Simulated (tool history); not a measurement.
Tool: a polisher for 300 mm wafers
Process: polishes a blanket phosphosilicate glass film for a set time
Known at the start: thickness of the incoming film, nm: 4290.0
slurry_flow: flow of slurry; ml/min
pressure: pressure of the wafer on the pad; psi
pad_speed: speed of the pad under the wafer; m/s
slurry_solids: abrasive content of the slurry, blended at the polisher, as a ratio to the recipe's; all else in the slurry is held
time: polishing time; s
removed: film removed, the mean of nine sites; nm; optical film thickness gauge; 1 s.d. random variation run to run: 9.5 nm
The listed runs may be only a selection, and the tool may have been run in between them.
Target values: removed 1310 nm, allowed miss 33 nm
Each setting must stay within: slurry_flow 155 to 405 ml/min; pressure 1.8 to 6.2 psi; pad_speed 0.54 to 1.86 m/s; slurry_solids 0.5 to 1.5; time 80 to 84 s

run  hour  slurry_flow  pressure  pad_speed  slurry_solids  time  removed
  1     0          260         4       1.18              1    80   1124.2
  2     4          235         4       1.18              1    80   1110.2
  3   7.4          240       4.1       1.18              1    80   1127.6
  4  13.6          240       4.1       1.18              1    84   1188.2
  5  14.8          240       4.1       1.18              1    80   1139.9
  6    21          200       4.1       1.18              1    80   1096.4
  7  25.3          200       4.1       1.18              1    80     1104
  8  27.1          210       4.2       1.18              1    80   1146.2
  9  30.7          215       4.2       1.18              1    80   1144.4
 10  37.5          225       4.2       1.18              1    80   1142.7
 11  43.9          230       4.2       1.18              1    80   1146.3
 12  44.9          235       4.2       1.18              1    80   1148.1
 13  46.9          240       4.3       1.18              1    80   1166.1
 14    53          245       4.9       1.18              1    80   1357.6

4 candidate next runs follow, results not yet known. Just one meets every target within its allowed miss. Identify it.
  A  59.1          275       5.4       0.96            0.8    83        ?
  B  59.1          245       4.8        1.2           0.95    84        ?
  C  59.1          230       4.9        1.1           1.05    80        ?
  D  59.1          220         5       1.18           0.85    80        ?

move  removed
   A   1233.1
   B   1367.7
   C   1319.6
   D   1246.4
A: takes the result that was furthest off past its target
B: the biggest miss grows against the last run
C: every result within its allowed miss
D: takes the result that was furthest off past its target
The move that meets every target is C.

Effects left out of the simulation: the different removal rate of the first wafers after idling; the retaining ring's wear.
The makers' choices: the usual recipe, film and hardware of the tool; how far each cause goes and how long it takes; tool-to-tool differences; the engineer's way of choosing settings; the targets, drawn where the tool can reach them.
